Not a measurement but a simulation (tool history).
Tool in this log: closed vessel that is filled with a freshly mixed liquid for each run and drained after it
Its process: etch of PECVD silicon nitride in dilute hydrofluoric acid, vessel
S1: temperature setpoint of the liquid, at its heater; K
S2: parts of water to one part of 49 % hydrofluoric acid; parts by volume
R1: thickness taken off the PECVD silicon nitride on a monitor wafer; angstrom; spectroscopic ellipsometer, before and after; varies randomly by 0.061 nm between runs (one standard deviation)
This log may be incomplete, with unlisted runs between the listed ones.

Run 1, hour 0.0: S1 296.15 K, S2 65 parts by volume, time in the liquid (s) 120. Result: R1 45.693 angstrom.
Run 2, hour 4.6: S1 296.15 K, S2 65 parts by volume, time in the liquid (s) 120. Result: R1 45.025 angstrom.
Run 3, hour 8.9: S1 296.15 K, S2 45 parts by volume, time in the liquid (s) 120. Result: R1 65.151 angstrom.
Run 4, hour 17.8: S1 297.65 K, S2 40 parts by volume, time in the liquid (s) 120. Result: R1 80.529 angstrom.
Run 5, hour 25.1: S1 299.15 K, S2 40 parts by volume, time in the liquid (s) 120. Result: R1 88.843 angstrom.
Run 6, hour 31.8: S1 300.15 K, S2 40 parts by volume, time in the liquid (s) 120. Result: R1 95.324 angstrom.
Run 7, hour 34.9: S1 301.15 K, S2 40 parts by volume, time in the liquid (s) 120. Result: R1 101.880 angstrom.
Run 8, hour 38.5: S1 301.65 K, S2 40 parts by volume, time in the liquid (s) 120. Result: R1 105.590 angstrom.
Run 9, hour 39.9: S1 302.15 K, S2 40 parts by volume, time in the liquid (s) 120. Result: R1 108.240 angstrom.
Run 10, hour 41.6: S1 302.65 K, S2 40 parts by volume, time in the liquid (s) 120. Result: R1 111.660 angstrom.
Run 11, hour 49.1: S1 304.15 K, S2 30 parts by volume, time in the liquid (s) 120. Result: R1 164.190 angstrom.

Forecast run 12:
Run 12, hour 57.4: S1 303.65 K, S2 30 parts by volume, time in the liquid (s) 120. Result: R1 ?.

R1: 156.910 angstrom
